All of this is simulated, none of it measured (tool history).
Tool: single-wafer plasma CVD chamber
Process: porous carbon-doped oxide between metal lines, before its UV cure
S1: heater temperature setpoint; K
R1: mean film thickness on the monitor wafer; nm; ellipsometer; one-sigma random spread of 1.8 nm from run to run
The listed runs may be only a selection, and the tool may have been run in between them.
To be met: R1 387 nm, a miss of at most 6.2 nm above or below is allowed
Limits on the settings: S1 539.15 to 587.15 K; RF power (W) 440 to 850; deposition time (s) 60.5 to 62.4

{"run": 1, "day": 0.0, "S1": 563.15, "RF power (W)": 645, "deposition time (s)": 60.5, "R1": 421.64}
{"run": 2, "day": 0.271, "S1": 563.15, "RF power (W)": 645, "deposition time (s)": 62.4, "R1": 431.41}
{"run": 3, "day": 0.562, "S1": 563.15, "RF power (W)": 695, "deposition time (s)": 62.4, "R1": 462.28}
{"run": 4, "day": 0.854, "S1": 567.15, "RF power (W)": 690, "deposition time (s)": 62.4, "R1": 450.06}
{"run": 5, "day": 1.088, "S1": 567.15, "RF power (W)": 690, "deposition time (s)": 62.4, "R1": 449.7}
{"run": 6, "day": 1.383, "S1": 567.15, "RF power (W)": 690, "deposition time (s)": 60.5, "R1": 432.94}
{"run": 7, "day": 1.5, "S1": 570.15, "RF power (W)": 685, "deposition time (s)": 60.5, "R1": 426.06}
{"run": 8, "day": 1.646, "S1": 572.15, "RF power (W)": 680, "deposition time (s)": 60.5, "R1": 418.28}
{"run": 9, "day": 1.858, "S1": 572.15, "RF power (W)": 680, "deposition time (s)": 60.5, "R1": 420.85}
{"run": 10, "day": 2.167, "S1": 574.15, "RF power (W)": 675, "deposition time (s)": 60.5, "R1": 410.29}
{"run": 11, "day": 2.362, "S1": 576.15, "RF power (W)": 675, "deposition time (s)": 60.5, "R1": 410.08}
{"run": 12, "day": 2.462, "S1": 577.15, "RF power (W)": 670, "deposition time (s)": 60.5, "R1": 402.56}
{"run": 13, "day": 2.55, "S1": 578.15, "RF power (W)": 670, "deposition time (s)": 60.5, "R1": 402.1}
{"run": 14, "day": 2.804, "S1": 579.15, "RF power (W)": 670, "deposition time (s)": 60.5, "R1": 397.36}
{"run": 15, "day": 3.046, "S1": 579.15, "RF power (W)": 670, "deposition time (s)": 60.5, "R1": 402.01}

Consider the 5 candidate settings below. Which is the only one whose results all fall within their allowed miss of target?
{"run": "A", "day": 3.288, "S1": 578.15, "RF power (W)": 675, "deposition time (s)": 60.5, "R1": "?"}
{"run": "B", "day": 3.288, "S1": 578.15, "RF power (W)": 655, "deposition time (s)": 62.4, "R1": "?"}
{"run": "C", "day": 3.288, "S1": 587.15, "RF power (W)": 680, "deposition time (s)": 60.5, "R1": "?"}
{"run": "D", "day": 3.288, "S1": 574.15, "RF power (W)": 660, "deposition time (s)": 61.6, "R1": "?"}
{"run": "E", "day": 3.288, "S1": 580.15, "RF power (W)": 685, "deposition time (s)": 62.4, "R1": "?"}

move=A R1=402.36
move=B R1=403.16
move=C R1=387.98
move=D R1=408.96
move=E R1=416.44
A: roughly where the last run was
B: further off than the last run
C: all results land within tolerance of their targets
D: further off than the last run
E: further off than the last run
Move C is the one to make.

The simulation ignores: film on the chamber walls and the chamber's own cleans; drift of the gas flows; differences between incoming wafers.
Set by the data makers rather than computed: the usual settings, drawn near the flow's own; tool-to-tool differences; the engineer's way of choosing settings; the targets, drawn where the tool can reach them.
